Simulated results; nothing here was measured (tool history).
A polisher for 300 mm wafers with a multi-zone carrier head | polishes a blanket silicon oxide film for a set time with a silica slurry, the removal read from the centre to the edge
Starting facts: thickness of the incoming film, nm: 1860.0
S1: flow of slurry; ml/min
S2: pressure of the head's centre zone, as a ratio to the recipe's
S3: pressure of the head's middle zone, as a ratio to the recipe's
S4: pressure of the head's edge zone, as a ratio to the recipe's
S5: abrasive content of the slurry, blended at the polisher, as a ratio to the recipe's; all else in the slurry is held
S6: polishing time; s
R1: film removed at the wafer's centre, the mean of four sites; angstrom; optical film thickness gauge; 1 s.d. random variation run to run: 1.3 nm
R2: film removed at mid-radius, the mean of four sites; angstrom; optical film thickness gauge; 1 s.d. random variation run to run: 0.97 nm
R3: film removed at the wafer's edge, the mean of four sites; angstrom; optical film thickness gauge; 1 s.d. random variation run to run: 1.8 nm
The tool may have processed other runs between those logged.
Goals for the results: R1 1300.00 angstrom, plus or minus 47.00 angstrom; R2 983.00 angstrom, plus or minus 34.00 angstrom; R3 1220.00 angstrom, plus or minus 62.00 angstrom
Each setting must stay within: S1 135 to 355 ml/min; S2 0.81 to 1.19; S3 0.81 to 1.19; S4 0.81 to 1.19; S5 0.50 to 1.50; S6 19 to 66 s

Run 1, hour 0.0: S1 225 ml/min, S2 1.00, S3 1.00, S4 1.00, S5 1.00, S6 42 s. Result: R1 747.67 angstrom, R2 760.57 angstrom, R3 777.50 angstrom.
Run 2, hour 2.0: S1 205 ml/min, S2 1.00, S3 1.00, S4 1.00, S5 1.00, S6 42 s. Result: R1 733.09 angstrom, R2 735.25 angstrom, R3 772.09 angstrom.
Run 3, hour 4.5: S1 170 ml/min, S2 1.00, S3 1.00, S4 1.00, S5 1.00, S6 42 s. Result: R1 704.03 angstrom, R2 719.54 angstrom, R3 760.88 angstrom.
Run 4, hour 10.3: S1 170 ml/min, S2 1.00, S3 1.00, S4 1.04, S5 1.00, S6 42 s. Result: R1 720.29 angstrom, R2 724.21 angstrom, R3 772.68 angstrom.
Run 5, hour 13.1: S1 170 ml/min, S2 0.96, S3 1.00, S4 1.04, S5 1.00, S6 42 s. Result: R1 677.60 angstrom, R2 733.03 angstrom, R3 774.51 angstrom.
Run 6, hour 18.1: S1 170 ml/min, S2 0.96, S3 1.03, S4 1.04, S5 1.00, S6 42 s. Result: R1 676.35 angstrom, R2 752.33 angstrom, R3 770.36 angstrom.
Run 7, hour 24.2: S1 235 ml/min, S2 1.06, S3 0.93, S4 1.14, S5 1.25, S6 48 s. Result: R1 981.36 angstrom, R2 873.52 angstrom, R3 1013.70 angstrom.
At hour 31.0: slurry nozzle cleaned.
Run 8, hour 31.0: S1 235 ml/min, S2 1.09, S3 0.91, S4 1.15, S5 1.30, S6 49 s. Result: R1 1101.40 angstrom, R2 961.23 angstrom, R3 1119.00 angstrom.
Run 9, hour 38.3: S1 240 ml/min, S2 1.11, S3 0.88, S4 1.15, S5 1.30, S6 49 s. Result: R1 1133.90 angstrom, R2 911.69 angstrom, R3 1124.20 angstrom.
Run 10, hour 46.6: S1 240 ml/min, S2 1.13, S3 0.88, S4 1.15, S5 1.35, S6 49 s. Result: R1 1141.30 angstrom, R2 926.90 angstrom, R3 1133.20 angstrom.
Run 11, hour 51.9: S1 250 ml/min, S2 1.15, S3 0.87, S4 1.15, S5 1.40, S6 49 s. Result: R1 1213.50 angstrom, R2 942.79 angstrom, R3 1170.30 angstrom.
Run 12, hour 55.9: S1 255 ml/min, S2 1.16, S3 0.87, S4 1.16, S5 1.40, S6 49 s. Result: R1 1192.60 angstrom, R2 938.98 angstrom, R3 1136.70 angstrom.
Run 13, hour 59.1: S1 255 ml/min, S2 1.16, S3 0.87, S4 1.16, S5 1.40, S6 49 s. Result: R1 1237.80 angstrom, R2 942.97 angstrom, R3 1164.10 angstrom.

Which of these 5 next moves meets every target?
Run A, hour 62.3: S1 195 ml/min, S2 1.10, S3 0.95, S4 1.09, S5 1.25, S6 53 s. Result: R1 ?, R2 ?, R3 ?.
Run B, hour 62.3: S1 310 ml/min, S2 1.19, S3 0.88, S4 1.19, S5 1.05, S6 54 s. Result: R1 ?, R2 ?, R3 ?.
Run C, hour 62.3: S1 325 ml/min, S2 1.15, S3 0.86, S4 1.05, S5 1.35, S6 54 s. Result: R1 ?, R2 ?, R3 ?.
Run D, hour 62.3: S1 285 ml/min, S2 1.10, S3 0.89, S4 1.10, S5 1.20, S6 51 s. Result: R1 ?, R2 ?, R3 ?.
Run E, hour 62.3: S1 250 ml/min, S2 1.04, S3 0.83, S4 1.19, S5 1.15, S6 55 s. Result: R1 ?, R2 ?, R3 ?.

move       R1       R2       R3
   A  1191.50  1034.90  1125.70
   B  1303.50   976.17  1171.70
   C  1374.30  1045.40  1199.40
   D  1180.00   966.77  1105.60
   E  1169.30   958.99  1213.40
A: misses by more than the last run did
B: meets every target
C: moves the result that the last run missed by most past its target, out the other side
D: misses by more than the last run did
E: misses by more than the last run did
Move B is the one to make.

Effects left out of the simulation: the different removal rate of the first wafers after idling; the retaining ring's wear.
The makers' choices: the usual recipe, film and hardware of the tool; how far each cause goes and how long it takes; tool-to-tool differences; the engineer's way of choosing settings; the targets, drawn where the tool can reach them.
